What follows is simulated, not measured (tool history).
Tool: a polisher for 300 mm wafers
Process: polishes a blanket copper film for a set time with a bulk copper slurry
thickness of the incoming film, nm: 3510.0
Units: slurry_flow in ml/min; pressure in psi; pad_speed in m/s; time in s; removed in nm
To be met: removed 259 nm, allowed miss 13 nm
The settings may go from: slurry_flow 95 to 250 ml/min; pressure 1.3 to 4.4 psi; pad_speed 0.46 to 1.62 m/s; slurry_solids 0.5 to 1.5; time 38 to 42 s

| run | hour | slurry_flow | pressure | pad_speed | slurry_solids | time | removed |
|---|---|---|---|---|---|---|---|
| 1 | 0 | 160 | 2.8 | 1.04 | 1 | 42 | 329.82 |
| 2 | 5.1 | 160 | 2.7 | 1.04 | 1 | 42 | 316.93 |
| 3 | 11.3 | 160 | 2.7 | 1.04 | 0.9 | 42 | 315.88 |
| 4 | 15.1 | 160 | 2.7 | 1.04 | 1 | 42 | 312.97 |
| 5 | 20 | 160 | 2.6 | 1.04 | 1 | 42 | 305.38 |
| 6 | 28.6 | 160 | 2.5 | 1.04 | 1 | 42 | 300.63 |
| 7 | 31.9 | 160 | 2 | 1.02 | 1 | 42 | 238.89 |
| 8 | 37.6 | 160 | 2 | 1.02 | 1 | 42 | 244.28 |

Which of these 5 next moves meets every target?
| A | 43.3 | 140 | 2.6 | 0.7 | 1.1 | 40 | ? |
| B | 43.3 | 175 | 2.2 | 0.94 | 1 | 38 | ? |
| C | 43.3 | 160 | 2 | 1.2 | 0.75 | 38 | ? |
| D | 43.3 | 185 | 1.6 | 1.24 | 0.8 | 42 | ? |
| E | 43.3 | 185 | 2 | 1.16 | 0.9 | 40 | ? |

| move | removed |
|---|---|
| A | 210.05 |
| B | 224.37 |
| C | 237.83 |
| D | 232.36 |
| E | 257.4 |
A: further off than the last run
B: further off than the last run
C: further off than the last run
D: further off than the last run
E: meets every target
The right move is E.
